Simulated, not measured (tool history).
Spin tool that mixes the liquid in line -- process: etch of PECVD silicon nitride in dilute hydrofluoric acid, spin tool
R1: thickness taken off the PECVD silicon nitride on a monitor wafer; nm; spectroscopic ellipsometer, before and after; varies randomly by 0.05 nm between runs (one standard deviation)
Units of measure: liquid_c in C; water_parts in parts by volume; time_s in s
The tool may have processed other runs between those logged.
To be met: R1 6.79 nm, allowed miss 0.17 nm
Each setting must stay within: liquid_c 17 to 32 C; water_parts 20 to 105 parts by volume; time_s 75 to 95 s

Run 1, hour 0: liquid_c 24 C, water_parts 55 parts by volume, time_s 95 s. Result: R1 5.2396 nm.
Run 2, hour 1: liquid_c 24.5 C, water_parts 55 parts by volume, time_s 95 s. Result: R1 5.4399 nm.
Run 3, hour 7.1: liquid_c 21.5 C, water_parts 55 parts by volume, time_s 95 s. Result: R1 4.5214 nm.
Run 4, hour 10.5: liquid_c 20.5 C, water_parts 55 parts by volume, time_s 95 s. Result: R1 4.2029 nm.
Run 5, hour 15.4: liquid_c 20.5 C, water_parts 55 parts by volume, time_s 75 s. Result: R1 3.3466 nm.
Run 6, hour 17.7: liquid_c 22 C, water_parts 55 parts by volume, time_s 75 s. Result: R1 3.6364 nm.
Run 7, hour 24: liquid_c 23.5 C, water_parts 55 parts by volume, time_s 75 s. Result: R1 4.0084 nm.
Run 8, hour 27.9: liquid_c 27.5 C, water_parts 55 parts by volume, time_s 75 s. Result: R1 5.242 nm.
Run 9, hour 30.9: liquid_c 28 C, water_parts 55 parts by volume, time_s 75 s. Result: R1 5.5008 nm.
Run 10, hour 35.7: liquid_c 28.5 C, water_parts 55 parts by volume, time_s 75 s. Result: R1 5.6846 nm.
Run 11, hour 43.9: liquid_c 29 C, water_parts 55 parts by volume, time_s 75 s. Result: R1 5.7489 nm.
At hour 49: thermometer replaced.
Run 12, hour 49: liquid_c 29.5 C, water_parts 55 parts by volume, time_s 75 s. Result: R1 5.4501 nm.
Run 13, hour 51.2: liquid_c 30 C, water_parts 55 parts by volume, time_s 75 s. Result: R1 5.5987 nm.
Run 14, hour 60.2: liquid_c 30.5 C, water_parts 55 parts by volume, time_s 75 s. Result: R1 5.7494 nm.

Which one of the following 4 next-run settings gets every result inside its allowed miss? There is exactly one.
Run A, hour 69.2: liquid_c 28.5 C, water_parts 50 parts by volume, time_s 95 s. Result: R1 ?.
Run B, hour 69.2: liquid_c 32 C, water_parts 65 parts by volume, time_s 90 s. Result: R1 ?.
Run C, hour 69.2: liquid_c 29.5 C, water_parts 45 parts by volume, time_s 80 s. Result: R1 ?.
Run D, hour 69.2: liquid_c 31.5 C, water_parts 50 parts by volume, time_s 75 s. Result: R1 ?.

move      R1
   A  7.1074
   B  6.4937
   C  7.0869
   D  6.8089
A: pushes the last run's worst result past its target
B: gains on the last run, yet a result remains outside its allowed miss
C: pushes the last run's worst result past its target
D: all results land within tolerance of their targets
Move D is the one to make.

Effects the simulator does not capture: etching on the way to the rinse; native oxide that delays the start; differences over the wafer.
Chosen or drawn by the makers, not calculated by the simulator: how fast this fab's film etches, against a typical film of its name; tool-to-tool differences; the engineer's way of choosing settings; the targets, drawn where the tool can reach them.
